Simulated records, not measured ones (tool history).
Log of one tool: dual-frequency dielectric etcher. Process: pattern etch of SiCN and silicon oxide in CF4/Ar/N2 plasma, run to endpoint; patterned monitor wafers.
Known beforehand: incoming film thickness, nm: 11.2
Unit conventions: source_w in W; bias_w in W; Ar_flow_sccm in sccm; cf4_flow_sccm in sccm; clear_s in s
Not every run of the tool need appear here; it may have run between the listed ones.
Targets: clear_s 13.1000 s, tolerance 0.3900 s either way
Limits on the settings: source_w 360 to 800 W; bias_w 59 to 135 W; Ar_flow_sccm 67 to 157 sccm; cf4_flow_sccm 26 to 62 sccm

run,day,source_w,bias_w,Ar_flow_sccm,cf4_flow_sccm,clear_s
1,0.000,580,97,112,44,9.9501
2,0.362,550,96,112,44,10.5480
3,0.538,530,95,112,44,10.8870
4,0.667,530,95,112,49,10.7590
5,0.900,530,95,121,49,10.8250
6,0.942,530,95,121,55,10.6820
7,1.238,510,94,121,55,10.9460
8,1.275,490,93,121,55,11.6360
9,1.325,480,93,121,55,11.7390
10,1.508,470,93,121,55,12.0510
11,1.583,460,93,121,55,12.2100
12,1.804,410,91,122,55,13.7080

Which of these 5 next moves meets every target?
A,2.025,400,92,118,47,?
B,2.025,480,61,100,51,?
C,2.025,440,91,121,47,?
D,2.025,390,88,112,51,?
E,2.025,400,92,138,62,?

move,clear_s
A,14.1350
B,13.7350
C,13.0730
D,14.4910
E,13.9220
A: moves away from the targets compared with the last run
B: neither nearer nor further off than the last run
C: every result within its allowed miss
D: moves away from the targets compared with the last run
E: moves away from the targets compared with the last run
C is the move that brings every result within its allowed miss.
